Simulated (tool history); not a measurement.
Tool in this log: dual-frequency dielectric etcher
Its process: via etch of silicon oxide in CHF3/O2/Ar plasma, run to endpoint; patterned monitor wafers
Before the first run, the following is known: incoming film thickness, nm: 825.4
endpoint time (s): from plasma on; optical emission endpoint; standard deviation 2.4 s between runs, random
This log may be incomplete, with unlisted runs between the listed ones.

run    day  source power (kW)  bias power (kW)  endpoint time (s)
  1      0                0.8            0.161             383.41
  2  0.312               0.87            0.168             361.84
  3  0.433               0.73            0.168             389.74
  4  0.542               0.66            0.168             398.47
  5  0.867               0.66            0.147              428.8
  6  1.092                0.6            0.147             434.77
  7  1.442                0.7            0.161             399.38
  8  1.483               0.78            0.169             385.74

Expected results for the next run?
  9  1.738               0.78            0.169                  ?

endpoint time (s): 383.75
